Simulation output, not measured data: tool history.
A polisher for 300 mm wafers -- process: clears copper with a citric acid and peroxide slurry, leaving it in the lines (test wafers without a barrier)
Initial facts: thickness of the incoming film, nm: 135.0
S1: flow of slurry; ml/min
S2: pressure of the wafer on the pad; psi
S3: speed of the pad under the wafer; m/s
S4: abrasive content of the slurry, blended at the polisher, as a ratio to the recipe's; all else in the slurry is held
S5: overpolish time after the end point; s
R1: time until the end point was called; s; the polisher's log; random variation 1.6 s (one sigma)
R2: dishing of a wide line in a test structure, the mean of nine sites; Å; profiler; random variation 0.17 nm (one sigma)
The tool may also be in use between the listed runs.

run,hour,S1,S2,S3,S4,S5,R1,R2
1,0.0,135,2.1,0.88,1.00,28,84.226,303.78
2,7.1,135,2.1,0.88,1.00,35,85.412,359.18
3,12.7,135,2.0,0.90,1.00,32,90.338,326.19
4,16.7,135,2.4,0.90,1.00,32,76.561,379.20
5,19.0,135,2.4,0.74,1.00,32,84.380,322.19
6,25.2,140,2.3,0.70,1.05,29,90.682,298.48
7,31.1,135,2.4,0.66,1.00,27,93.581,276.98
8,39.2,130,2.3,0.68,0.95,25,96.130,246.78

Run 9, settings as shown, results not yet in. Your forecast:
9,44.6,125,2.4,0.64,0.90,23,?,?

R1: 95.901 s
R2: 223.96 Å
